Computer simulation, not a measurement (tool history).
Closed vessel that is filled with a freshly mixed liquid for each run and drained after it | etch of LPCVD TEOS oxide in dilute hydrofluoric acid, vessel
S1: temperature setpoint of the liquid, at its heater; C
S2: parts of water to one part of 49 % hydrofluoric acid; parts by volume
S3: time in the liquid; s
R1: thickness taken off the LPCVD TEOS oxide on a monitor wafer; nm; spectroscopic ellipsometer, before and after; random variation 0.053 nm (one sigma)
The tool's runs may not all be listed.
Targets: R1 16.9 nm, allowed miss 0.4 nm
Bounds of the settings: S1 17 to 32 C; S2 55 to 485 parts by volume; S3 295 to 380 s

Run 1, hour 0: S1 24 C, S2 270 parts by volume, S3 380 s. Result: R1 28.98 nm.
Run 2, hour 7.1: S1 23 C, S2 280 parts by volume, S3 380 s. Result: R1 26.537 nm.
Run 3, hour 14.8: S1 21 C, S2 280 parts by volume, S3 380 s. Result: R1 24.839 nm.
Run 4, hour 16.1: S1 20.5 C, S2 290 parts by volume, S3 380 s. Result: R1 23.489 nm.
Run 5, hour 17.5: S1 22.5 C, S2 290 parts by volume, S3 380 s. Result: R1 24.926 nm.
Run 6, hour 19: S1 21.5 C, S2 300 parts by volume, S3 380 s. Result: R1 23.152 nm.
Run 7, hour 23.2: S1 20.5 C, S2 305 parts by volume, S3 380 s. Result: R1 21.807 nm.
Run 8, hour 25.7: S1 20.5 C, S2 305 parts by volume, S3 380 s. Result: R1 21.905 nm.
Run 9, hour 28: S1 20 C, S2 310 parts by volume, S3 380 s. Result: R1 20.937 nm.
Run 10, hour 36.5: S1 19.5 C, S2 315 parts by volume, S3 380 s. Result: R1 20.295 nm.
Run 11, hour 38.5: S1 17 C, S2 345 parts by volume, S3 380 s. Result: R1 16.413 nm.
At hour 44.7: hydrofluoric acid flow meter replaced.
Run 12, hour 44.7: S1 17.5 C, S2 345 parts by volume, S3 380 s. Result: R1 15.256 nm.

Which of these 5 next moves meets every target?
Run A, hour 50.9: S1 19 C, S2 325 parts by volume, S3 345 s. Result: R1 ?.
Run B, hour 50.9: S1 17.5 C, S2 325 parts by volume, S3 365 s. Result: R1 ?.
Run C, hour 50.9: S1 19 C, S2 340 parts by volume, S3 370 s. Result: R1 ?.
Run D, hour 50.9: S1 18 C, S2 295 parts by volume, S3 325 s. Result: R1 ?.
Run E, hour 50.9: S1 17 C, S2 285 parts by volume, S3 340 s. Result: R1 ?.

move      R1
   A   15.78
   B  15.797
   C  15.972
   D  16.193
   E  17.028
A: nearer than the last run, and not there yet
B: nearer than the last run, and not there yet
C: nearer than the last run, and not there yet
D: nearer than the last run, and not there yet
E: meets every target
The right move is E.
